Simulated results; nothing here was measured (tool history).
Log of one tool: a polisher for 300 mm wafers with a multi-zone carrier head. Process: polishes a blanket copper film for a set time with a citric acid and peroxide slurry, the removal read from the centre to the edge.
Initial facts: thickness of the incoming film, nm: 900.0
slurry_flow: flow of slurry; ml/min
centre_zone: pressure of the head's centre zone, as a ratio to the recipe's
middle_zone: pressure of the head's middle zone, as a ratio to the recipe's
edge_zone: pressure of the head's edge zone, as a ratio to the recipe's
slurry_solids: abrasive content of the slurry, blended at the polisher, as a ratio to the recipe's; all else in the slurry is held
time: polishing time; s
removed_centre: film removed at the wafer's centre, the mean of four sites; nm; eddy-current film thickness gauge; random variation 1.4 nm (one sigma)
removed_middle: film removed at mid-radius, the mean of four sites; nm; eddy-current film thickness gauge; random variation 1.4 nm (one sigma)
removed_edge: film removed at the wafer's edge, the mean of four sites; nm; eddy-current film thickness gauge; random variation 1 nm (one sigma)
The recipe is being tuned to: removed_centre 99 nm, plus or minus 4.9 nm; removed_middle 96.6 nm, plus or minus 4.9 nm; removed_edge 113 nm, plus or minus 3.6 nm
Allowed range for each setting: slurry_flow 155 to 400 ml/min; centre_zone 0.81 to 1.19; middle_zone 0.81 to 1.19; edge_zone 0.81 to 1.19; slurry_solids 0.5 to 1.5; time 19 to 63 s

run,hour,slurry_flow,centre_zone,middle_zone,edge_zone,slurry_solids,time,removed_centre,removed_middle,removed_edge
1,0,255,1,1,1,1,41,144.93,145.51,147.77
2,5.4,255,1,1,1,1,49,172.51,172.75,175.74
3,10.3,300,1,1,1,1,49,172.4,176.7,177.38
4,17.9,300,0.95,1,1,1,49,170.74,177.8,179.12
5,18.8,300,0.95,1,1,1,59,200.48,211.92,215.92
6,21.9,300,0.9,1,1,1,59,189.26,212.79,214.48
7,23.2,290,0.89,0.97,0.99,0.9,55,173.17,186.27,194.39
8,31.9,280,0.88,0.95,0.99,0.85,51,151.96,170.28,177.97
9,35.2,270,0.89,0.93,0.99,0.8,48,143.28,153.84,162.08
10,43.7,260,0.89,0.91,1,0.75,46,137.75,142.94,157.86
11,52.1,255,0.89,0.89,0.99,0.7,44,127.89,133.65,147.17
12,53.4,250,0.89,0.88,0.99,0.65,42,120.64,120.97,137.48
13,60.8,250,0.89,0.87,0.98,0.65,41,119.57,119.71,134.06
14,63.2,250,0.88,0.86,0.98,0.65,40,109.45,115.86,129.45
15,65.7,245,0.88,0.85,0.98,0.65,39,109.97,109.75,125.06
16,73.3,220,0.83,0.81,0.93,0.5,37,93.794,93.912,111.6
17,73.9,220,0.84,0.81,0.93,0.5,37,92.804,93.701,112.9

Which of these 4 next moves meets every target?
A,74.5,300,0.96,0.91,0.9,0.55,36,?,?,?
B,74.5,205,0.88,0.81,0.91,0.6,37,?,?,?
C,74.5,250,0.88,0.94,0.85,0.7,34,?,?,?
D,74.5,230,0.81,0.85,0.96,0.5,40,?,?,?

move,removed_centre,removed_middle,removed_edge
A,111.23,107.27,111.45
B,100.57,96.872,112.81
C,98.217,106.53,105.4
D,98.779,107.39,122.61
A: takes the biggest miss from the last run beyond its target
B: each result inside its tolerance
C: gets the furthest-off result to its target, but another result is out of tolerance
D: gets the furthest-off result to its target, but another result is out of tolerance
Go with B: it meets all targets.
